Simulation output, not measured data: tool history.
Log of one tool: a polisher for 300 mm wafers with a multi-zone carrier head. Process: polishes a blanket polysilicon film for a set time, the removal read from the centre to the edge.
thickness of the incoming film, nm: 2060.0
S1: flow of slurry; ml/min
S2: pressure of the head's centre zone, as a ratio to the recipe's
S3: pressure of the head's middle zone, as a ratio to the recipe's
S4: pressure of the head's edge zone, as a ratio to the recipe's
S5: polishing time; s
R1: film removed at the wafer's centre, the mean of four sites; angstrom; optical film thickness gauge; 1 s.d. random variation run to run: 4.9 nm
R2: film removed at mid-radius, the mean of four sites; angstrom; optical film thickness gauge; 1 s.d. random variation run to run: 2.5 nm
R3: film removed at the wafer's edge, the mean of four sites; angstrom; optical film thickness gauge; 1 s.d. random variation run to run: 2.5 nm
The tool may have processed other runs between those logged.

run  hour   S1    S2    S3    S4  S5      R1      R2      R3
  1   0.0  270  1.00  1.00  1.00  40  3688.7  3959.8  3927.8
  2   5.8  255  1.03  0.95  0.99  40  3756.2  3799.4  3905.4
  3  13.5  205  1.03  0.95  0.99  40  3634.0  3678.4  3833.5
  4  18.2  200  1.07  0.91  0.99  40  3735.1  3552.8  3807.6
  5  22.8  195  1.10  0.89  0.99  40  3804.0  3493.9  3837.4
  6  30.3  195  1.10  0.89  0.99  50  4798.0  4275.2  4746.1
  7  31.3  190  1.11  0.87  0.97  47  4441.0  3992.8  4401.5

Estimate the outcome of run 8 from the log above:
  8  34.4  185  1.13  0.85  0.97  45   ?   ?   ?

Run 8 came out at R1 4343.3 angstrom, R2 3747.0 angstrom, R3 4243.5 angstrom.
